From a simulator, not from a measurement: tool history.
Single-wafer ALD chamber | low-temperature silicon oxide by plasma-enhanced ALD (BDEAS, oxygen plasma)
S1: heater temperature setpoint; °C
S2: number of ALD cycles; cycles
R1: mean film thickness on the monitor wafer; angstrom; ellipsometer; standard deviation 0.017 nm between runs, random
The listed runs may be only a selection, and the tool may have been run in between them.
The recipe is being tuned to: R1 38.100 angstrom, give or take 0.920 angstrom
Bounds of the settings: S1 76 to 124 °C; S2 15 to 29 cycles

| run | hour | S1 | S2 | R1 |
|---|---|---|---|---|
| 1 | 0.0 | 100 | 22 | 30.160 |
| 2 | 3.4 | 100 | 21 | 29.000 |
| 3 | 5.9 | 99 | 22 | 30.202 |
| 4 | 14.1 | 93 | 22 | 31.101 |
| 5 | 17.3 | 99 | 22 | 30.290 |
| 6 | 20.8 | 97 | 23 | 31.887 |
| 7 | 27.2 | 95 | 24 | 33.307 |
| 8 | 36.1 | 94 | 24 | 33.715 |
| 9 | 44.3 | 93 | 24 | 33.837 |
| 10 | 46.3 | 92 | 24 | 33.810 |
| 11 | 47.7 | 91 | 24 | 33.883 |
| 12 | 52.8 | 90 | 24 | 33.922 |

Which one of the following 5 next-run settings gets every result inside its allowed miss? There is exactly one.
| A | 57.9 | 76 | 28 | ? |
| B | 57.9 | 84 | 28 | ? |
| C | 57.9 | 94 | 27 | ? |
| D | 57.9 | 77 | 21 | ? |
| E | 57.9 | 94 | 23 | ? |

| move | R1 |
|---|---|
| A | 41.574 |
| B | 40.580 |
| C | 37.934 |
| D | 31.087 |
| E | 32.314 |
A: takes the biggest miss from the last run beyond its target
B: takes the biggest miss from the last run beyond its target
C: in spec on every target
D: the biggest miss grows against the last run
E: the biggest miss grows against the last run
C meets every target.
